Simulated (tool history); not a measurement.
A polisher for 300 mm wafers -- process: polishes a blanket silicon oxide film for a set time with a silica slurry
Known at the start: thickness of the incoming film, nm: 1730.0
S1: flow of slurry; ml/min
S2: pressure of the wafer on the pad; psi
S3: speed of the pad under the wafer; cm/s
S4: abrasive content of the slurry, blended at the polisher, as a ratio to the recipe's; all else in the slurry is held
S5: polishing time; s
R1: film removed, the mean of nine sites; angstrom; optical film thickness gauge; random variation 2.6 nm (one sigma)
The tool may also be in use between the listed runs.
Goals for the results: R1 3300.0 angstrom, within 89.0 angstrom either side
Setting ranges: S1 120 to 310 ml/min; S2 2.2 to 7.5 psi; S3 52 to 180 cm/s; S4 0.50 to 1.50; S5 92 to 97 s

run,day,S1,S2,S3,S4,S5,R1
1,0.000,200,4.8,116,1.00,92,4117.6
2,0.221,195,4.6,116,1.00,92,3967.3
3,0.454,220,4.6,116,1.00,92,4060.7
4,0.512,220,4.6,116,1.00,97,4224.7
5,0.850,220,4.4,116,1.00,97,4059.8
6,0.950,220,4.9,116,1.00,97,4454.2
7,1.142,220,4.6,116,1.00,97,4229.2
8,1.188,220,4.4,116,1.00,97,4081.2
9,1.275,220,4.2,116,1.00,97,3878.2
10,1.633,220,4.1,116,1.00,97,3799.4
11,1.867,220,4.0,116,1.00,97,3768.5
12,1.971,220,3.9,116,1.00,97,3745.8
13,2.050,220,3.8,116,1.00,97,3629.3
14,2.175,220,3.7,116,1.00,97,3503.1

Below are 5 possible settings for the next run. Only one of them brings all results inside the allowed miss of their targets. Which is it?
A,2.300,250,2.7,136,1.50,95,?
B,2.300,245,3.3,118,1.00,96,?
C,2.300,190,3.5,108,1.00,96,?
D,2.300,180,3.4,126,1.10,97,?
E,2.300,280,3.3,132,0.95,97,?

move,R1
A,3658.9
B,3242.2
C,3100.7
D,3603.3
E,3531.5
A: further off than the last run
B: each result inside its tolerance
C: the result that was furthest off in the last run now lies on the other side of its target
D: further off than the last run
E: further off than the last run
B meets every target.
